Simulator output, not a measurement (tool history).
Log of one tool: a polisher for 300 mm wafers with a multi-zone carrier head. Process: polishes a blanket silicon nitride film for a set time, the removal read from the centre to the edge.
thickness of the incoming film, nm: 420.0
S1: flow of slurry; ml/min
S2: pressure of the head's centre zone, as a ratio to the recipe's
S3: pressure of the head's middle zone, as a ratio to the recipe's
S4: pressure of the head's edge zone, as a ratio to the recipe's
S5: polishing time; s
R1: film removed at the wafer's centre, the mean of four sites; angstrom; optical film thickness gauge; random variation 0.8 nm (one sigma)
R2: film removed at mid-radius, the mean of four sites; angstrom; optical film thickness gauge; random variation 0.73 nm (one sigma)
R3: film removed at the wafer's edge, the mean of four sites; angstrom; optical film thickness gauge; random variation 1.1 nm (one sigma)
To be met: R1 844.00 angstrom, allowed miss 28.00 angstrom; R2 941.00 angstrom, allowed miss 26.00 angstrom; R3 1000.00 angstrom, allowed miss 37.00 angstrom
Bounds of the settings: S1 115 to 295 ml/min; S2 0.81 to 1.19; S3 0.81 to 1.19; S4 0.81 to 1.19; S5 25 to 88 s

Run 1, hour 0.0: S1 190 ml/min, S2 1.00, S3 1.00, S4 1.00, S5 56 s. Result: R1 1081.80 angstrom, R2 1093.40 angstrom, R3 1094.10 angstrom.
Run 2, hour 3.3: S1 230 ml/min, S2 1.00, S3 1.00, S4 1.00, S5 56 s. Result: R1 1112.80 angstrom, R2 1129.90 angstrom, R3 1095.40 angstrom.
Run 3, hour 4.2: S1 220 ml/min, S2 0.97, S3 0.98, S4 0.99, S5 55 s. Result: R1 1049.70 angstrom, R2 1085.60 angstrom, R3 1069.90 angstrom.
Run 4, hour 7.5: S1 220 ml/min, S2 0.97, S3 0.98, S4 0.99, S5 44 s. Result: R1 835.54 angstrom, R2 866.21 angstrom, R3 846.76 angstrom.
Run 5, hour 8.6: S1 220 ml/min, S2 1.04, S3 0.98, S4 0.99, S5 44 s. Result: R1 896.95 angstrom, R2 867.09 angstrom, R3 855.13 angstrom.
Run 6, hour 15.3: S1 215 ml/min, S2 1.02, S3 0.99, S4 1.02, S5 45 s. Result: R1 891.85 angstrom, R2 874.88 angstrom, R3 872.86 angstrom.
Run 7, hour 24.0: S1 210 ml/min, S2 0.99, S3 0.99, S4 1.04, S5 46 s. Result: R1 874.89 angstrom, R2 901.45 angstrom, R3 904.22 angstrom.
Run 8, hour 28.6: S1 205 ml/min, S2 0.98, S3 0.99, S4 1.06, S5 46 s. Result: R1 872.67 angstrom, R2 910.99 angstrom, R3 909.11 angstrom.
Run 9, hour 30.8: S1 195 ml/min, S2 0.97, S3 0.98, S4 1.08, S5 47 s. Result: R1 873.81 angstrom, R2 896.74 angstrom, R3 930.38 angstrom.
Run 10, hour 38.0: S1 195 ml/min, S2 0.96, S3 0.98, S4 1.10, S5 47 s. Result: R1 862.91 angstrom, R2 894.27 angstrom, R3 950.86 angstrom.
Run 11, hour 39.0: S1 195 ml/min, S2 0.95, S3 0.99, S4 1.11, S5 47 s. Result: R1 871.15 angstrom, R2 909.68 angstrom, R3 940.88 angstrom.
Run 12, hour 42.6: S1 190 ml/min, S2 0.93, S3 0.99, S4 1.12, S5 47 s. Result: R1 847.77 angstrom, R2 911.17 angstrom, R3 949.95 angstrom.

Which of these 4 next moves meets every target?
Run A, hour 46.2: S1 215 ml/min, S2 0.94, S3 0.97, S4 1.05, S5 47 s. Result: R1 ?, R2 ?, R3 ?.
Run B, hour 46.2: S1 185 ml/min, S2 0.88, S3 0.96, S4 1.12, S5 50 s. Result: R1 ?, R2 ?, R3 ?.
Run C, hour 46.2: S1 245 ml/min, S2 0.88, S3 0.86, S4 1.19, S5 47 s. Result: R1 ?, R2 ?, R3 ?.
Run D, hour 46.2: S1 185 ml/min, S2 0.89, S3 0.98, S4 1.03, S5 48 s. Result: R1 ?, R2 ?, R3 ?.

move      R1      R2      R3
   A  861.32  906.12  930.57
   B  834.89  933.56  996.64
   C  821.12  834.36  990.11
   D  810.79  911.92  927.33
A: further off than the last run
B: meets every target
C: brings the result that was furthest off to its target, and leaves another outside
D: further off than the last run
The right move is B.

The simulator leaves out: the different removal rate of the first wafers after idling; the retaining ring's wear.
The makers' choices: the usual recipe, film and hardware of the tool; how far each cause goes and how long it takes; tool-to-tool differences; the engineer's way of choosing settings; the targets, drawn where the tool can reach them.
